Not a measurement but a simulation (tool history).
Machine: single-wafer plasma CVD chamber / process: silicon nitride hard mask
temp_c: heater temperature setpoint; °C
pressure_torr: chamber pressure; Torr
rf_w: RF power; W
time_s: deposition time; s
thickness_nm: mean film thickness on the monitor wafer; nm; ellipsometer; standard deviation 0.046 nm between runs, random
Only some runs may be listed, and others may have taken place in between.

run    day  temp_c  pressure_torr  rf_w  time_s  thickness_nm
  1  0.000     405           2.02   300    13.2        16.063
  2  0.154     405           1.66   300    13.2        14.727
  3  0.250     405           1.38   300    13.2        13.298
  4  0.467     405           1.38   300    12.5        12.617
  5  0.683     405           1.78   300    12.5        14.540
  6  0.733     405           2.13   300    12.5        15.669
  7  1.017     405           2.34   300    12.5        16.086
  8  1.158     405           2.50   305    12.5        16.649
  9  1.183     405           2.60   310    12.5        17.056
 10  1.279     405           2.67   315    12.5        17.471

Forecast run 11:
 11  1.638     405           2.67   315    12.5             ?

Logged for run 11: thickness_nm 17.379 nm.
